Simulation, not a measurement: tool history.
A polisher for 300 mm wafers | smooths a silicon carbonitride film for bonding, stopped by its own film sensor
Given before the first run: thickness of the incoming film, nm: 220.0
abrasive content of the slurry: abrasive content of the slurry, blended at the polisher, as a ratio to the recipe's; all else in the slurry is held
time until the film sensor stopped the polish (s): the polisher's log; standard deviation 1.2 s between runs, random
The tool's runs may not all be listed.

| run | hour | flow of slurry (ml/min) | pressure of the wafer on the pad (psi) | speed of the pad under the wafer (m/s) | abrasive content of the slurry | target thickness at which the film sensor stops the polish (Å) | time until the film sensor stopped the polish (s) |
|---|---|---|---|---|---|---|---|
| 1 | 0 | 305 | 2 | 0.84 | 1 | 2100 | 42.7 |
| 2 | 8.3 | 305 | 2 | 0.94 | 1 | 2100 | 38.154 |
| 3 | 9.2 | 305 | 2 | 1.1 | 1 | 2100 | 33.606 |
| 4 | 11.3 | 305 | 1.8 | 1.04 | 1 | 2100 | 38.856 |
| 5 | 16.4 | 240 | 1.8 | 1.04 | 1 | 2100 | 41.494 |
| 6 | 19.9 | 185 | 1.8 | 1.04 | 1 | 2100 | 42.596 |
| 7 | 27.5 | 185 | 1.6 | 1.02 | 1 | 2100 | 48.106 |
| 8 | 36.2 | 185 | 1.5 | 1 | 1 | 2100 | 50.881 |

The next listed run, before its measurement:
| 9 | 38.4 | 185 | 1.4 | 0.98 | 1 | 2100 | ? |

{"run 9": {"time until the film sensor stopped the polish (s)": 55.672}}
